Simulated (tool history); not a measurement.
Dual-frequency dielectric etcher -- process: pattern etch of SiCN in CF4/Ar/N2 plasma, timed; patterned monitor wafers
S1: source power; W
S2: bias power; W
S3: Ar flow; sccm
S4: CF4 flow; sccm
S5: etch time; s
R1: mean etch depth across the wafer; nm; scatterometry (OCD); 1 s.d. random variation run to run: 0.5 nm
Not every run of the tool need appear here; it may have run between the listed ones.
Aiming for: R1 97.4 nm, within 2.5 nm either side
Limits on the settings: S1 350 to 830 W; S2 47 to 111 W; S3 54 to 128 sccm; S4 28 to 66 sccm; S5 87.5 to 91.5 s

{"run": 1, "day": 0.0, "S1": 590, "S2": 79, "S3": 91, "S4": 47, "S5": 87.5, "R1": 86.313}
{"run": 2, "day": 0.046, "S1": 590, "S2": 79, "S3": 91, "S4": 43, "S5": 87.5, "R1": 84.966}
{"run": 3, "day": 0.279, "S1": 590, "S2": 79, "S3": 91, "S4": 39, "S5": 87.5, "R1": 84.05}
{"run": 4, "day": 0.425, "S1": 590, "S2": 72, "S3": 91, "S4": 39, "S5": 87.5, "R1": 81.551}
{"run": 5, "day": 0.742, "S1": 610, "S2": 72, "S3": 91, "S4": 39, "S5": 87.5, "R1": 82.691}
{"run": 6, "day": 0.767, "S1": 630, "S2": 72, "S3": 91, "S4": 39, "S5": 87.5, "R1": 83.968}
{"run": 7, "day": 0.979, "S1": 650, "S2": 72, "S3": 91, "S4": 39, "S5": 87.5, "R1": 84.868}
{"run": 8, "day": 1.271, "S1": 670, "S2": 73, "S3": 91, "S4": 39, "S5": 87.5, "R1": 86.689}
{"run": 9, "day": 1.521, "S1": 690, "S2": 74, "S3": 91, "S4": 39, "S5": 87.5, "R1": 88.579}
{"run": 10, "day": 1.754, "S1": 700, "S2": 75, "S3": 91, "S4": 39, "S5": 87.5, "R1": 90.088}
{"day": 1.796, "done": "Ar flow controller replaced"}
{"run": 11, "day": 1.796, "S1": 710, "S2": 75, "S3": 91, "S4": 39, "S5": 87.5, "R1": 92.282}
{"run": 12, "day": 1.833, "S1": 720, "S2": 75, "S3": 91, "S4": 39, "S5": 87.5, "R1": 90.994}

4 next moves are on the table. One of them brings every result within its allowed miss. Which?
{"run": "A", "day": 1.871, "S1": 830, "S2": 75, "S3": 87, "S4": 31, "S5": 87.5, "R1": "?"}
{"run": "B", "day": 1.871, "S1": 670, "S2": 70, "S3": 92, "S4": 41, "S5": 91.5, "R1": "?"}
{"run": "C", "day": 1.871, "S1": 680, "S2": 71, "S3": 93, "S4": 41, "S5": 91, "R1": "?"}
{"run": "D", "day": 1.871, "S1": 670, "S2": 78, "S3": 90, "S4": 40, "S5": 89.5, "R1": "?"}

move=A R1=96.131
move=B R1=90.317
move=C R1=90.891
move=D R1=91.835
A: in spec on every target
B: lands further from the targets than the last run did
C: roughly where the last run was
D: an improvement on the last run, though not all results are within tolerance
The right move is A.

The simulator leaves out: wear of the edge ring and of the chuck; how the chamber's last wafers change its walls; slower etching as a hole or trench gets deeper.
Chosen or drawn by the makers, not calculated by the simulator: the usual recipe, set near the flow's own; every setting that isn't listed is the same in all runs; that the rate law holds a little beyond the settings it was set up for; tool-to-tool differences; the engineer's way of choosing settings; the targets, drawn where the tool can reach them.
